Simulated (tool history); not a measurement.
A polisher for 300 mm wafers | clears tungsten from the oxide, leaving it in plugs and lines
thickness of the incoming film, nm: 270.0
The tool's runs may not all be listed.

| run | day | flow of slurry (ml/min) | pressure of the wafer on the pad (kPa) | speed of the pad under the wafer (cm/s) | abrasive content of the slurry | overpolish time after the end point (s) | time until the end point was called (s) |
|---|---|---|---|---|---|---|---|
| 1 | 0.000 | 310 | 17.9 | 98 | 1.0 | 9 | 90.902 |
| 2 | 0.212 | 310 | 15.9 | 98 | 1.0 | 9 | 99.807 |
| 3 | 0.404 | 310 | 16.5 | 98 | 1.0 | 9 | 95.938 |
| 4 | 0.746 | 310 | 16.5 | 88 | 1.0 | 9 | 106.060 |
| 5 | 0.833 | 310 | 16.5 | 88 | 0.8 | 9 | 112.830 |
| 6 | 1.012 | 310 | 16.5 | 88 | 0.8 | 9 | 111.940 |

The next listed run, before its measurement:
| 7 | 1.296 | 310 | 17.9 | 88 | 0.8 | 9 | ? |

Run 7 gave time until the end point was called (s) 103.740.
